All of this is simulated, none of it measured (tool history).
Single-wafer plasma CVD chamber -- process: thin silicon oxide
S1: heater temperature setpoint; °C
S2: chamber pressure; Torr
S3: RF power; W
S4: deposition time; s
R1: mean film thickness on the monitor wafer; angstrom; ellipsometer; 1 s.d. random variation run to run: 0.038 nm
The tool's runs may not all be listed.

run 1 day=0.000 | S1=380 S2=0.720 S3=370 S4=9.5 | R1=161.62
run 2 day=0.217 | S1=380 S2=0.704 S3=370 S4=9.5 | R1=160.11
run 3 day=0.525 | S1=375 S2=0.704 S3=370 S4=9.5 | R1=159.75
run 4 day=0.854 | S1=375 S2=0.688 S3=370 S4=9.5 | R1=157.60
run 5 day=0.900 | S1=376 S2=0.673 S3=370 S4=9.5 | R1=155.63
-- day=0.921 thermocouple changed; heater temperature recalibrated
run 6 day=0.921 | S1=376 S2=0.673 S3=345 S4=9.5 | R1=150.69
run 7 day=1.288 | S1=376 S2=0.661 S3=345 S4=9.5 | R1=148.43

What does the tool deliver on the next run?
run 8 day=1.562 | S1=376 S2=0.650 S3=345 S4=9.5 | R1=?

{"run 8": {"R1": 147.42}}
